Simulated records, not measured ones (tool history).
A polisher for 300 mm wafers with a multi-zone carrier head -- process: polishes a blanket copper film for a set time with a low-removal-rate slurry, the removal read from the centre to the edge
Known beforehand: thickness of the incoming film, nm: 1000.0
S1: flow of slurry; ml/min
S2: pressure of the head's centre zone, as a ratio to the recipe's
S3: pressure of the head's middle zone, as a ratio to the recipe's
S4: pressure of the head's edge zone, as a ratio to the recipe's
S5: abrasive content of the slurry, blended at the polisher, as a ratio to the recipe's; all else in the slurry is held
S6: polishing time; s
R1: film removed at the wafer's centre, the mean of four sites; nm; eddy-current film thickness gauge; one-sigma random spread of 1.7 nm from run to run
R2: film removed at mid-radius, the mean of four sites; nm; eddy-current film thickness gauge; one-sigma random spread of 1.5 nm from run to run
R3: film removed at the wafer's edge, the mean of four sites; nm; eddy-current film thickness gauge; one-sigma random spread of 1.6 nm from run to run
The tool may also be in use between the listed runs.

run  hour   S1    S2    S3    S4    S5  S6      R1      R2      R3
  1   0.0  180  1.00  1.00  1.00  1.00  36  145.29  145.64  142.99
  2   1.5  175  0.98  0.98  0.98  0.90  35  137.13  134.79  136.40
  3   2.9  175  0.98  0.98  0.98  0.90  42  157.14  160.75  161.81
  4   5.5  175  0.97  0.97  0.97  0.80  39  146.26  147.04  146.07
  5  10.0  170  0.95  0.95  0.96  0.75  37  133.56  134.03  133.20
  6  12.6  165  0.93  0.92  0.95  0.70  37  127.22  127.84  130.81

Run 7 is up next; what results do you expect?
  7  17.2  160  0.92  0.90  0.93  0.65  37   ?   ?   ?

Logged for run 7: R1 120.66 nm, R2 121.65 nm, R3 126.10 nm.

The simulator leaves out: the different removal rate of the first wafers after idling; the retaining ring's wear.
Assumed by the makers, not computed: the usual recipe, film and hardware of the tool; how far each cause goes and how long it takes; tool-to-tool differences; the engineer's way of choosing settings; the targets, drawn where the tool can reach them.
